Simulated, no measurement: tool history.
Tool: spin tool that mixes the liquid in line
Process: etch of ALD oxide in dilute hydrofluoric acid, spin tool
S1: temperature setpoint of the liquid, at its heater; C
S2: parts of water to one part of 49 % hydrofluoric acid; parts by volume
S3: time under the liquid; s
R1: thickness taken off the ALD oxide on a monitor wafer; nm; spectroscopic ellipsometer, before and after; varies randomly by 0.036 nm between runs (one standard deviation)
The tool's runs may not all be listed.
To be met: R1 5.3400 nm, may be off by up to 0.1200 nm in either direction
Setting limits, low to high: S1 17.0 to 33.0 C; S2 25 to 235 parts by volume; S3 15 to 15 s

{"run": 1, "hour": 0.0, "S1": 25.0, "S2": 130, "S3": 15, "R1": 2.274}
{"run": 2, "hour": 1.6, "S1": 27.5, "S2": 110, "S3": 15, "R1": 3.0238}
{"run": 3, "hour": 7.5, "S1": 27.5, "S2": 135, "S3": 15, "R1": 2.4041}
{"run": 4, "hour": 9.7, "S1": 27.5, "S2": 135, "S3": 15, "R1": 2.3716}
{"run": 5, "hour": 15.5, "S1": 29.5, "S2": 135, "S3": 15, "R1": 2.5821}
{"run": 6, "hour": 20.7, "S1": 30.5, "S2": 115, "S3": 15, "R1": 3.1932}
{"run": 7, "hour": 21.6, "S1": 31.5, "S2": 100, "S3": 15, "R1": 3.9296}
{"run": 8, "hour": 24.0, "S1": 32.0, "S2": 90, "S3": 15, "R1": 4.5042}
{"run": 9, "hour": 25.7, "S1": 32.5, "S2": 85, "S3": 15, "R1": 4.9101}
{"hour": 31.1, "done": "thermometer replaced"}
{"run": 10, "hour": 31.1, "S1": 33.0, "S2": 80, "S3": 15, "R1": 5.8001}
{"run": 11, "hour": 36.9, "S1": 32.5, "S2": 80, "S3": 15, "R1": 5.634}

Next run, 5 choices. One meets every target within its allowed miss, the rest don't. Which?
{"run": "A", "hour": 42.7, "S1": 33.0, "S2": 90, "S3": 15, "R1": "?"}
{"run": "B", "hour": 42.7, "S1": 32.5, "S2": 75, "S3": 15, "R1": "?"}
{"run": "C", "hour": 42.7, "S1": 33.0, "S2": 85, "S3": 15, "R1": "?"}
{"run": "D", "hour": 42.7, "S1": 33.0, "S2": 80, "S3": 15, "R1": "?"}
{"run": "E", "hour": 42.7, "S1": 30.5, "S2": 75, "S3": 15, "R1": "?"}

move=A R1=5.0675
move=B R1=6.1096
move=C R1=5.4072
move=D R1=5.7902
move=E R1=5.6643
A: carries the result that was furthest off beyond its target, to the other side
B: further off than the last run
C: every result within its allowed miss
D: further off than the last run
E: further off than the last run
C meets every target.

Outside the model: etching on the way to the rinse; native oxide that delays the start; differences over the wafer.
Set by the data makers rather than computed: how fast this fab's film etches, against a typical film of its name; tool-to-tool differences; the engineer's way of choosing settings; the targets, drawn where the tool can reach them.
